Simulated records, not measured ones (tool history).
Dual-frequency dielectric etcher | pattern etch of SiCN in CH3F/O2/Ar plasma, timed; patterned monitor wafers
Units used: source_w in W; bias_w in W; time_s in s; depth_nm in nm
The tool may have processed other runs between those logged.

Run 1, hour 0: source_w 360 W, bias_w 85 W, time_s 81 s. Result: depth_nm 31.28 nm.
Run 2, hour 0.7: source_w 410 W, bias_w 85 W, time_s 81 s. Result: depth_nm 32.577 nm.
Run 3, hour 5.5: source_w 410 W, bias_w 85 W, time_s 84.5 s. Result: depth_nm 33.964 nm.
Run 4, hour 11.4: source_w 410 W, bias_w 85 W, time_s 84.5 s. Result: depth_nm 33.992 nm.
Run 5, hour 19.1: source_w 400 W, bias_w 82 W, time_s 84.5 s. Result: depth_nm 33.306 nm.
Run 6, hour 21.8: source_w 390 W, bias_w 80 W, time_s 84.5 s. Result: depth_nm 32.471 nm.
Run 7, hour 22.4: source_w 380 W, bias_w 79 W, time_s 84.5 s. Result: depth_nm 32.161 nm.
Run 8, hour 25.4: source_w 370 W, bias_w 78 W, time_s 84.5 s. Result: depth_nm 31.556 nm.
Run 9, hour 31.8: source_w 360 W, bias_w 77 W, time_s 84.5 s. Result: depth_nm 30.96 nm.
Run 10, hour 34: source_w 350 W, bias_w 77 W, time_s 84.5 s. Result: depth_nm 30.857 nm.

Predict the results of run 11:
Run 11, hour 36.2: source_w 340 W, bias_w 77 W, time_s 84.5 s. Result: depth_nm ?.

{"run 11": {"depth_nm": 30.476}}

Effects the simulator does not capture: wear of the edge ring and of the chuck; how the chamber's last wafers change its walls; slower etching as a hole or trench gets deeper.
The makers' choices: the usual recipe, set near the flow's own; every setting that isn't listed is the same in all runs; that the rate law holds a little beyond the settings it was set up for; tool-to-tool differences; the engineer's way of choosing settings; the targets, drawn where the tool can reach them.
